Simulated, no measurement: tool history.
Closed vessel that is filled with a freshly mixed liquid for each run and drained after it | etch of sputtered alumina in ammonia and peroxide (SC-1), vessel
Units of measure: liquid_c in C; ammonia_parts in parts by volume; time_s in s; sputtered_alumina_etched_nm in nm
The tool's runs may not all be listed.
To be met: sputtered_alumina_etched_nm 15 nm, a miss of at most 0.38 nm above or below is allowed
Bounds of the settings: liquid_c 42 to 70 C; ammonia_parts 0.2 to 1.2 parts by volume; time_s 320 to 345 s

run    day  liquid_c  ammonia_parts  time_s  sputtered_alumina_etched_nm
  1      0        58            0.8     320                       29.997
  2  0.179        54            0.8     320                        24.01
  3  0.338      51.5            0.8     320                       21.465
  4  0.375      49.5            0.8     320                       19.275
  5    0.6      49.5           0.95     320                        19.33
  6  0.633        48           0.95     320                       17.837
  7  0.783        47           0.95     320                        17.01
  8  1.142        46           0.95     320                       15.782
  9  1.267      45.5           0.95     320                       15.641

Exactly one of the 4 candidate moves below puts every result within its allowed miss. Which one?
  A  1.392      45.5            0.7     340                            ?
  B  1.392        46              1     325                            ?
  C  1.392        44           0.95     335                            ?
  D  1.392        45              1     345                            ?

move  sputtered_alumina_etched_nm
   A                       15.993
   B                       16.272
   C                       14.894
   D                        16.32
A: lands further from the targets than the last run did
B: lands further from the targets than the last run did
C: in spec on every target
D: lands further from the targets than the last run did
C meets every target.

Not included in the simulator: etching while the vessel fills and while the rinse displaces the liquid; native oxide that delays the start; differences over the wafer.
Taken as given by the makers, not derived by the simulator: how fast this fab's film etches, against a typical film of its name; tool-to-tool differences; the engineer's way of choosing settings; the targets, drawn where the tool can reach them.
